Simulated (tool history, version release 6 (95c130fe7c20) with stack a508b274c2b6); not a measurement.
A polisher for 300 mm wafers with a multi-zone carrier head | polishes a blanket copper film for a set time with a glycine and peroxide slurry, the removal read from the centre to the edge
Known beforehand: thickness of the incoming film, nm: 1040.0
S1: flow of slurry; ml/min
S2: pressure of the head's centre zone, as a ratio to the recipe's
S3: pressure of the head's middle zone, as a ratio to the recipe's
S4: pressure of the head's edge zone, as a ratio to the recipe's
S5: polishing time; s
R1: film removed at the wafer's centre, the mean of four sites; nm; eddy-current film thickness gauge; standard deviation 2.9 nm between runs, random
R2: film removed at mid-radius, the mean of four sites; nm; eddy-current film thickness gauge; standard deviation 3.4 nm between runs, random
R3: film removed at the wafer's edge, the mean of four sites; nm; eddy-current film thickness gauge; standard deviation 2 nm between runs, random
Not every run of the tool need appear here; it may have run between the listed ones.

{"run": 1, "hour": 0.0, "S1": 125, "S2": 1.0, "S3": 1.0, "S4": 1.0, "S5": 62, "R1": 325.98, "R2": 310.52, "R3": 317.3}
{"run": 2, "hour": 7.0, "S1": 110, "S2": 1.0, "S3": 1.0, "S4": 1.0, "S5": 62, "R1": 315.03, "R2": 305.12, "R3": 313.48}
{"run": 3, "hour": 13.3, "S1": 110, "S2": 1.0, "S3": 0.92, "S4": 1.0, "S5": 62, "R1": 313.41, "R2": 285.86, "R3": 314.9}
{"run": 4, "hour": 14.0, "S1": 110, "S2": 1.0, "S3": 0.92, "S4": 0.99, "S5": 62, "R1": 312.68, "R2": 283.09, "R3": 317.06}
{"run": 5, "hour": 22.2, "S1": 110, "S2": 0.96, "S3": 0.92, "S4": 0.99, "S5": 62, "R1": 297.14, "R2": 282.94, "R3": 312.87}
{"run": 6, "hour": 25.3, "S1": 110, "S2": 0.96, "S3": 0.92, "S4": 0.99, "S5": 50, "R1": 239.34, "R2": 228.64, "R3": 254.21}
{"run": 7, "hour": 30.8, "S1": 115, "S2": 0.96, "S3": 0.93, "S4": 1.0, "S5": 50, "R1": 242.34, "R2": 240.75, "R3": 255.6}

Expected results for the next run?
{"run": 8, "hour": 31.6, "S1": 120, "S2": 0.96, "S3": 0.93, "S4": 1.01, "S5": 50, "R1": "?", "R2": "?", "R3": "?"}

{"run 8": {"R1": 246.07, "R2": 240.17, "R3": 259.54}}
